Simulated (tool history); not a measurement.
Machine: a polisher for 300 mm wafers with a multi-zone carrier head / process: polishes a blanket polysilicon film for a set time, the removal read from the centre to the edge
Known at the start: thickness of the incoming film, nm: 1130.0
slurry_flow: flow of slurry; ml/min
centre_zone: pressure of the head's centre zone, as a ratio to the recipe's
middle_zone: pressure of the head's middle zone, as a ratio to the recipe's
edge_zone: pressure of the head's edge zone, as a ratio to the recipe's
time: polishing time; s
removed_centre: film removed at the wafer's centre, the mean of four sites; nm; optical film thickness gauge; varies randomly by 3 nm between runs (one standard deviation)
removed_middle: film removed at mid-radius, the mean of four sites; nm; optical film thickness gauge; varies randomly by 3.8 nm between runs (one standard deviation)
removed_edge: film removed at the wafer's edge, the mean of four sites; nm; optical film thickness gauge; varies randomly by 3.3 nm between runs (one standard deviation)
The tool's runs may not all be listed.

{"run": 1, "hour": 0.0, "slurry_flow": 190, "centre_zone": 1, "middle_zone": 1, "edge_zone": 1, "time": 44, "removed_centre": 407.94, "removed_middle": 396.58, "removed_edge": 382.88}
{"run": 2, "hour": 4.3, "slurry_flow": 180, "centre_zone": 0.95, "middle_zone": 0.99, "edge_zone": 0.99, "time": 43, "removed_centre": 378.95, "removed_middle": 382.24, "removed_edge": 380.39}
{"run": 3, "hour": 8.4, "slurry_flow": 175, "centre_zone": 0.92, "middle_zone": 1, "edge_zone": 0.97, "time": 41, "removed_centre": 337.41, "removed_middle": 362.47, "removed_edge": 351.76}
{"run": 4, "hour": 12.5, "slurry_flow": 170, "centre_zone": 0.9, "middle_zone": 1, "edge_zone": 0.95, "time": 41, "removed_centre": 329.85, "removed_middle": 358.47, "removed_edge": 357.18}
{"run": 5, "hour": 14.6, "slurry_flow": 170, "centre_zone": 0.9, "middle_zone": 1, "edge_zone": 0.88, "time": 41, "removed_centre": 328.56, "removed_middle": 357.34, "removed_edge": 341.91}
{"run": 6, "hour": 18.0, "slurry_flow": 125, "centre_zone": 0.9, "middle_zone": 1, "edge_zone": 0.88, "time": 41, "removed_centre": 305.46, "removed_middle": 342.13, "removed_edge": 325.44}
{"run": 7, "hour": 24.4, "slurry_flow": 125, "centre_zone": 0.89, "middle_zone": 1, "edge_zone": 0.88, "time": 41, "removed_centre": 296.09, "removed_middle": 332.12, "removed_edge": 323.61}

Expected results for the next run?
{"run": 8, "hour": 31.0, "slurry_flow": 125, "centre_zone": 0.88, "middle_zone": 1.01, "edge_zone": 0.88, "time": 41, "removed_centre": "?", "removed_middle": "?", "removed_edge": "?"}

Run 8 yielded removed_centre 301.96 nm, removed_middle 338.63 nm, removed_edge 321.49 nm.
